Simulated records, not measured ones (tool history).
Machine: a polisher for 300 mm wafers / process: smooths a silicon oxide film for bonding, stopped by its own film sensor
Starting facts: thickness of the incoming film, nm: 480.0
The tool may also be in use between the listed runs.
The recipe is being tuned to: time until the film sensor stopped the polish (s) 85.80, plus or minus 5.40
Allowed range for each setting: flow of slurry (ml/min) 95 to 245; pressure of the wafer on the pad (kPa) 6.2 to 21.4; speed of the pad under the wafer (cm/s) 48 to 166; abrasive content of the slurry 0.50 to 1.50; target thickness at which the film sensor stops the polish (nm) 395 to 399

| run | hour | flow of slurry (ml/min) | pressure of the wafer on the pad (kPa) | speed of the pad under the wafer (cm/s) | abrasive content of the slurry | target thickness at which the film sensor stops the polish (nm) | time until the film sensor stopped the polish (s) |
|---|---|---|---|---|---|---|---|
| 1 | 0.0 | 155 | 13.8 | 106 | 1.00 | 399 | 129.23 |
| 2 | 8.0 | 155 | 14.5 | 106 | 1.00 | 399 | 120.05 |
| 3 | 15.0 | 155 | 15.2 | 106 | 1.00 | 399 | 115.50 |
| 4 | 20.0 | 155 | 15.2 | 80 | 1.00 | 399 | 148.73 |
| 5 | 26.0 | 155 | 17.2 | 80 | 1.00 | 399 | 130.68 |
| 6 | 34.3 | 155 | 17.9 | 82 | 1.00 | 399 | 118.09 |
| 7 | 37.0 | 155 | 18.6 | 82 | 1.00 | 399 | 114.23 |
| 8 | 45.4 | 155 | 19.3 | 84 | 1.00 | 399 | 110.13 |
| 9 | 51.0 | 155 | 19.3 | 86 | 1.00 | 399 | 106.39 |
| 10 | 52.5 | 155 | 19.3 | 88 | 1.00 | 399 | 107.31 |

Which of these 4 next moves meets every target?
| A | 54.0 | 135 | 20.0 | 82 | 0.90 | 395 | ? |
| B | 54.0 | 165 | 21.4 | 102 | 0.95 | 399 | ? |
| C | 54.0 | 160 | 17.9 | 70 | 1.10 | 395 | ? |
| D | 54.0 | 160 | 18.6 | 66 | 1.05 | 395 | ? |

| move | time until the film sensor stopped the polish (s) |
|---|---|
| A | 119.82 |
| B | 84.49 |
| C | 134.26 |
| D | 138.33 |
A: moves away from the targets compared with the last run
B: hits every target within its allowed miss
C: moves away from the targets compared with the last run
D: moves away from the targets compared with the last run
The right move is B.

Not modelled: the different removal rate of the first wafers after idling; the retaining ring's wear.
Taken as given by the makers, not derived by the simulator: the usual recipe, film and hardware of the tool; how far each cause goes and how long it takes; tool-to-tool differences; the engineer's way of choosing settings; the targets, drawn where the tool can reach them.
